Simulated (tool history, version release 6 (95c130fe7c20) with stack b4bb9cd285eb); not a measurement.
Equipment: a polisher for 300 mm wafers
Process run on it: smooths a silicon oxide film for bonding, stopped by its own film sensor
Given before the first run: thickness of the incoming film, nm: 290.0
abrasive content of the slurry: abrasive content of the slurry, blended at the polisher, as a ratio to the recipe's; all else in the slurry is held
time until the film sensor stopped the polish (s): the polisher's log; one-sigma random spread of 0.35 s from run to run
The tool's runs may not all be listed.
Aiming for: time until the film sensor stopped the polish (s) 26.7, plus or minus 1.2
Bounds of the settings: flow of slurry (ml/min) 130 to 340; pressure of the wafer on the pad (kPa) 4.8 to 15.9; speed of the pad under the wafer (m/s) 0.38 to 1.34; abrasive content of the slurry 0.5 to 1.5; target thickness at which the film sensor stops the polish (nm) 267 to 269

run,hour,flow of slurry (ml/min),pressure of the wafer on the pad (kPa),speed of the pad under the wafer (m/s),abrasive content of the slurry,target thickness at which the film sensor stops the polish (nm),time until the film sensor stopped the polish (s)
1,0,220,10.3,0.86,1,267,40.496
2,8,220,10.3,0.86,1,267,40.233
3,16.7,220,11,0.86,1,267,37.365
4,25.2,220,11,0.98,1,267,34.472
5,26.3,220,11,0.8,1,267,40.395
6,30.9,220,13.1,0.8,1,267,34.271
7,33.2,220,13.8,0.8,1,267,32.563
8,41.3,220,14.5,0.82,1,267,30.342

Of the 5 settings listed for the next run, only one would bring every result within its allowed miss of target. Which one?
A,49.4,215,14.5,0.94,1.05,269,?
B,49.4,170,15.9,0.98,0.9,269,?
C,49.4,195,13.8,0.96,1.05,268,?
D,49.4,160,15.2,1.1,1.05,267,?
E,49.4,225,15.2,0.94,1.05,269,?

move,time until the film sensor stopped the polish (s)
A,24.795
B,24.3
C,27.12
D,24.042
E,23.588
A: takes the biggest miss from the last run beyond its target
B: takes the biggest miss from the last run beyond its target
C: all results in spec
D: takes the biggest miss from the last run beyond its target
E: takes the biggest miss from the last run beyond its target
Correct choice: C, which meets every target

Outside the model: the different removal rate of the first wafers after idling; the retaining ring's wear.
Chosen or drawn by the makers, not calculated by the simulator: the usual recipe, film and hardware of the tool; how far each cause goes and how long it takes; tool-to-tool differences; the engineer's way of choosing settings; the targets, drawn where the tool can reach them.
